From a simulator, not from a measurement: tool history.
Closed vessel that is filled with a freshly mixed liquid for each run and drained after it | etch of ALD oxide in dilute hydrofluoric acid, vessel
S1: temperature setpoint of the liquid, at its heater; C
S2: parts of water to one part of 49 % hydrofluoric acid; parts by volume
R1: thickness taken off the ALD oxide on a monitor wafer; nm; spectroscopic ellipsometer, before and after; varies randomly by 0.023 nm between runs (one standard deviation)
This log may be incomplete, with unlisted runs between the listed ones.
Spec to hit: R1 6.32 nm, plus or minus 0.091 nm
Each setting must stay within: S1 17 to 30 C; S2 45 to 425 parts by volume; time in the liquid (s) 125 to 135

{"run": 1, "hour": 0.0, "S1": 22, "S2": 235, "time in the liquid (s)": 125, "R1": 9.0984}
{"run": 2, "hour": 0.5, "S1": 22, "S2": 180, "time in the liquid (s)": 125, "R1": 12.631}
{"run": 3, "hour": 2.7, "S1": 22, "S2": 180, "time in the liquid (s)": 125, "R1": 12.632}
{"run": 4, "hour": 8.6, "S1": 22, "S2": 180, "time in the liquid (s)": 135, "R1": 13.558}
{"run": 5, "hour": 12.5, "S1": 20.5, "S2": 215, "time in the liquid (s)": 135, "R1": 10.359}
{"run": 6, "hour": 21.1, "S1": 20.5, "S2": 180, "time in the liquid (s)": 135, "R1": 12.802}
{"run": 7, "hour": 25.3, "S1": 19.5, "S2": 210, "time in the liquid (s)": 135, "R1": 10.261}
{"run": 8, "hour": 31.7, "S1": 18.5, "S2": 230, "time in the liquid (s)": 135, "R1": 8.8332}
{"run": 9, "hour": 32.5, "S1": 18, "S2": 245, "time in the liquid (s)": 135, "R1": 8.0156}
{"run": 10, "hour": 38.5, "S1": 17.5, "S2": 255, "time in the liquid (s)": 135, "R1": 7.5335}
{"run": 11, "hour": 41.1, "S1": 17.5, "S2": 265, "time in the liquid (s)": 135, "R1": 7.1616}
{"run": 12, "hour": 44.7, "S1": 17.5, "S2": 270, "time in the liquid (s)": 135, "R1": 6.9397}
{"run": 13, "hour": 51.3, "S1": 17.5, "S2": 275, "time in the liquid (s)": 135, "R1": 6.852}

Pick the move, out of 5, that brings all results within their allowed miss; only one does.
{"run": "A", "hour": 57.9, "S1": 21.5, "S2": 270, "time in the liquid (s)": 125, "R1": "?"}
{"run": "B", "hour": 57.9, "S1": 17.5, "S2": 260, "time in the liquid (s)": 135, "R1": "?"}
{"run": "C", "hour": 57.9, "S1": 18, "S2": 270, "time in the liquid (s)": 125, "R1": "?"}
{"run": "D", "hour": 57.9, "S1": 18.5, "S2": 260, "time in the liquid (s)": 135, "R1": "?"}
{"run": "E", "hour": 57.9, "S1": 17, "S2": 290, "time in the liquid (s)": 135, "R1": "?"}

move=A R1=7.5785
move=B R1=7.3845
move=C R1=6.6528
move=D R1=7.6721
move=E R1=6.3302
A: misses by more than the last run did
B: misses by more than the last run did
C: nearer than the last run, and not there yet
D: misses by more than the last run did
E: each result inside its tolerance
Correct choice: E, which meets every target

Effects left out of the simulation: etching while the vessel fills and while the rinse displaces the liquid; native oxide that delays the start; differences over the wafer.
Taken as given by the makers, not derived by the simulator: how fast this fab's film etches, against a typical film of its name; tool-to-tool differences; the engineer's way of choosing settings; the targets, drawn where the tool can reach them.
